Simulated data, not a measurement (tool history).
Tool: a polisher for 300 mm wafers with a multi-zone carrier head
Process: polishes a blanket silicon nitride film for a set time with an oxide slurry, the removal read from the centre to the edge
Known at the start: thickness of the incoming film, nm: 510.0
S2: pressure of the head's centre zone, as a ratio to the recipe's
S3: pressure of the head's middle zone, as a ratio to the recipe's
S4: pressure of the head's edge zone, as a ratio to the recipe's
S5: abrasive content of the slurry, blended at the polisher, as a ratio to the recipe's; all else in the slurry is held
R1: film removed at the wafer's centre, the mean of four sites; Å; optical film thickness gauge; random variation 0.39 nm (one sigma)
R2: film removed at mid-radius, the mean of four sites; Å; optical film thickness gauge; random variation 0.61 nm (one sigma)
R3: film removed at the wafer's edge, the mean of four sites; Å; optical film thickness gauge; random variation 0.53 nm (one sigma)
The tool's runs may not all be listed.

{"run": 1, "day": 0.0, "flow of slurry (ml/min)": 315, "S2": 1, "S3": 1, "S4": 1, "S5": 1, "polishing time (s)": 75, "R1": 629.23, "R2": 634.16, "R3": 618.67}
{"run": 2, "day": 0.179, "flow of slurry (ml/min)": 320, "S2": 1.01, "S3": 1, "S4": 0.98, "S5": 0.9, "polishing time (s)": 72, "R1": 586.12, "R2": 589.4, "R3": 564.4}
{"run": 3, "day": 0.546, "flow of slurry (ml/min)": 265, "S2": 1.01, "S3": 1, "S4": 0.98, "S5": 0.9, "polishing time (s)": 72, "R1": 573.76, "R2": 599.68, "R3": 555.64}
{"run": 4, "day": 0.862, "flow of slurry (ml/min)": 270, "S2": 1.02, "S3": 0.99, "S4": 0.96, "S5": 0.85, "polishing time (s)": 69, "R1": 542.34, "R2": 553.98, "R3": 523.24}
{"run": 5, "day": 0.908, "flow of slurry (ml/min)": 270, "S2": 0.99, "S3": 0.99, "S4": 0.96, "S5": 0.85, "polishing time (s)": 69, "R1": 527, "R2": 546.18, "R3": 535.22}
{"run": 6, "day": 0.992, "flow of slurry (ml/min)": 235, "S2": 0.99, "S3": 0.99, "S4": 0.96, "S5": 0.85, "polishing time (s)": 69, "R1": 520.96, "R2": 530.41, "R3": 526.39}
{"run": 7, "day": 1.35, "flow of slurry (ml/min)": 240, "S2": 1.02, "S3": 0.99, "S4": 0.96, "S5": 0.8, "polishing time (s)": 66, "R1": 490.8, "R2": 501.07, "R3": 477.86}

Run 8 comes next. What will it give?
{"run": 8, "day": 1.504, "flow of slurry (ml/min)": 240, "S2": 1.04, "S3": 0.99, "S4": 0.96, "S5": 0.75, "polishing time (s)": 66, "R1": "?", "R2": "?", "R3": "?"}

Run 8 gave R1 498.99 Å, R2 482.85 Å, R3 474.91 Å.
